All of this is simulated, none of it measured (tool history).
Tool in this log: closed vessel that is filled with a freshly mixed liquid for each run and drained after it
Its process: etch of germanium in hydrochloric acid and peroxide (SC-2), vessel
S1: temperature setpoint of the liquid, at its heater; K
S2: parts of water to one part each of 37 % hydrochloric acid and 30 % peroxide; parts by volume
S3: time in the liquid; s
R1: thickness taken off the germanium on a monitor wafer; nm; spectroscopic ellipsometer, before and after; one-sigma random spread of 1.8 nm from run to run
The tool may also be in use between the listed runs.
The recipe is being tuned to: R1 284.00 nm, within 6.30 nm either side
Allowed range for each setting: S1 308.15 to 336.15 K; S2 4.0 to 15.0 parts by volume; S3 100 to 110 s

| run | hour | S1 | S2 | S3 | R1 |
|---|---|---|---|---|---|
| 1 | 0.0 | 320.15 | 8.5 | 100 | 207.62 |
| 2 | 0.6 | 322.15 | 8.5 | 100 | 220.76 |
| 3 | 6.8 | 323.65 | 8.5 | 100 | 230.65 |
| 4 | 15.8 | 327.15 | 8.5 | 100 | 262.16 |
| 5 | 16.7 | 327.65 | 8.5 | 100 | 260.29 |
| 6 | 21.6 | 327.65 | 8.5 | 100 | 260.40 |
| 7 | 26.1 | 328.15 | 8.5 | 100 | 264.69 |
| 8 | 31.4 | 328.65 | 8.5 | 100 | 271.48 |
| 9 | 32.2 | 329.15 | 8.5 | 100 | 275.12 |

Exercise: of the 4 proposed moves below, exactly one satisfies all targets within the stated allowed misses. Which move is it?
| A | 33.0 | 327.15 | 11.0 | 105 | ? |
| B | 33.0 | 326.65 | 5.5 | 100 | ? |
| C | 33.0 | 328.15 | 7.5 | 100 | ? |
| D | 33.0 | 328.65 | 9.0 | 105 | ? |

| move | R1 |
|---|---|
| A | 263.54 |
| B | 259.58 |
| C | 267.76 |
| D | 281.47 |
A: lands further from the targets than the last run did
B: lands further from the targets than the last run did
C: lands further from the targets than the last run did
D: meets every target
The move that meets every target is D.

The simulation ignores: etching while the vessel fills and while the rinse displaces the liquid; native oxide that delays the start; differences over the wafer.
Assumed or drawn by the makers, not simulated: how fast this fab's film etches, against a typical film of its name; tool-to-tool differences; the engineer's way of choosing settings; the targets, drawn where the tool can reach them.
